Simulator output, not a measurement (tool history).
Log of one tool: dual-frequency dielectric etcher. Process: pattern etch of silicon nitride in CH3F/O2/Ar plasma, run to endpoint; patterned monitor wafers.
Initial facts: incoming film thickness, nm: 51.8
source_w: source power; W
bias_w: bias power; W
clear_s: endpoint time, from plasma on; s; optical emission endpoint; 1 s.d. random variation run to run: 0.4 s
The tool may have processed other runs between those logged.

run,hour,source_w,bias_w,clear_s
1,0,310,63,87.254
2,5.5,320,63,86.911
3,14.1,330,63,85.084
4,16.3,300,63,88.072
5,22.8,300,73,84.405
6,23.9,310,73,83.91

The next listed run, before its measurement:
7,31,320,73,?

{"run 7": {"clear_s": 81.598}}

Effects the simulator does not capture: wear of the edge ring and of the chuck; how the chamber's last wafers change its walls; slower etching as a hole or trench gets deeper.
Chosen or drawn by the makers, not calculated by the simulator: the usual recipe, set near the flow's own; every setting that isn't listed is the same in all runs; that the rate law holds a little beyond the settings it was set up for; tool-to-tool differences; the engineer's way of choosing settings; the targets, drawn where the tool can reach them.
